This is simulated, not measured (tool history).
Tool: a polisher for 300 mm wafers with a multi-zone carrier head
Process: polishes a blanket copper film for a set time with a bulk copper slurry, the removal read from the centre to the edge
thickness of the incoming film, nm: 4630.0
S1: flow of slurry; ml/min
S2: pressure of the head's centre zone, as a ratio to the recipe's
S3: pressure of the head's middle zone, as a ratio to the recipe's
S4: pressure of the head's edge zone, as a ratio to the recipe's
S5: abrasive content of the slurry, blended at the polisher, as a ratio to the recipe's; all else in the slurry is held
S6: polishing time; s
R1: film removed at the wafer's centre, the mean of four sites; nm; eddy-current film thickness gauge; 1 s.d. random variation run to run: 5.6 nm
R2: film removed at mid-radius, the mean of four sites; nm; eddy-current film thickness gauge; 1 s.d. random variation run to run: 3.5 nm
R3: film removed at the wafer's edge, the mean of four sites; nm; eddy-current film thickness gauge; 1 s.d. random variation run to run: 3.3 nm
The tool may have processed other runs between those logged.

| run | hour | S1 | S2 | S3 | S4 | S5 | S6 | R1 | R2 | R3 |
|---|---|---|---|---|---|---|---|---|---|---|
| 1 | 0 | 295 | 1 | 1 | 1 | 1 | 85 | 583.84 | 592.32 | 616.22 |
| 2 | 8.7 | 290 | 0.99 | 0.99 | 0.97 | 0.95 | 85 | 563.82 | 584.07 | 597.68 |
| 3 | 9.6 | 290 | 0.99 | 1.06 | 0.97 | 0.95 | 85 | 576.91 | 603.52 | 602.41 |
| 4 | 16.3 | 290 | 0.99 | 1.06 | 0.97 | 0.95 | 104 | 697.72 | 750.97 | 718.16 |
| 5 | 19.5 | 290 | 0.99 | 1.11 | 0.97 | 0.95 | 104 | 701.45 | 774.34 | 723.5 |
| 6 | 26.1 | 360 | 0.99 | 1.11 | 0.97 | 0.95 | 104 | 704.04 | 788.95 | 734.3 |
|  | 32.5 | edge zone pressure recalibrated |
| 7 | 32.5 | 355 | 0.98 | 1.07 | 0.95 | 0.85 | 101 | 669.88 | 737.06 | 656.47 |

The next listed run, before its measurement:
| 8 | 35.7 | 340 | 0.97 | 1.03 | 0.97 | 0.8 | 99 | ? | ? | ? |

Run 8 measured R1 653.82 nm, R2 684.95 nm, R3 635.93 nm.

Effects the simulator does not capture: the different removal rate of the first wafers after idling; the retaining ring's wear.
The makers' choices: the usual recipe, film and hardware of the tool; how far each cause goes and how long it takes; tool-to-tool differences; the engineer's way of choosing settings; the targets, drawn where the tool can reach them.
